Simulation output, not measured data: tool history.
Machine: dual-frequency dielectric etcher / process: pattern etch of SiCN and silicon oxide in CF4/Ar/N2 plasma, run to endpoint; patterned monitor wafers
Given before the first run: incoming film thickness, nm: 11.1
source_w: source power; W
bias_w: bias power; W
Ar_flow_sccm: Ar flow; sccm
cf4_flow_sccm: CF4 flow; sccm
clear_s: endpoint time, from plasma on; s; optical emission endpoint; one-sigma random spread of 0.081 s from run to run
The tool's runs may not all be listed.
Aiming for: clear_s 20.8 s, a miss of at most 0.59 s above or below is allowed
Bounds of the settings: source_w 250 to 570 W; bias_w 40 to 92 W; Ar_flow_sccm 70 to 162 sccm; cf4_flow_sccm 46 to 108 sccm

run    day  source_w  bias_w  Ar_flow_sccm  cf4_flow_sccm  clear_s
  1      0       410      66           116             77   15.238
  2  0.067       390      65           116             77   16.176
  3  0.125       390      58           116             77   16.818
  4  0.417       380      58           116             77   17.254
  5  0.529       380      58           116             69   17.473
  6  0.896       370      58           116             69   18.115
  7  1.067       360      58           116             69   18.718
  8    1.4       350      58           116             69   19.335

5 next moves are on the table. One of them brings every result within its allowed miss. Which?
  A  1.733       320      66           132             73        ?
  B  1.733       310      60           109             64        ?
  C  1.733       380      62           119             69        ?
  D  1.733       360      50           122             79        ?
  E  1.733       330      66            99             80        ?

move  clear_s
   A   20.867
   B   22.342
   C   17.316
   D   19.549
   E   19.314
A: meets every target
B: takes the result that was furthest off past its target
C: its largest miss is bigger than the last run's
D: nearer the targets than the last run, but a result is still out of spec
E: no better and no worse than the last run
Answer: A
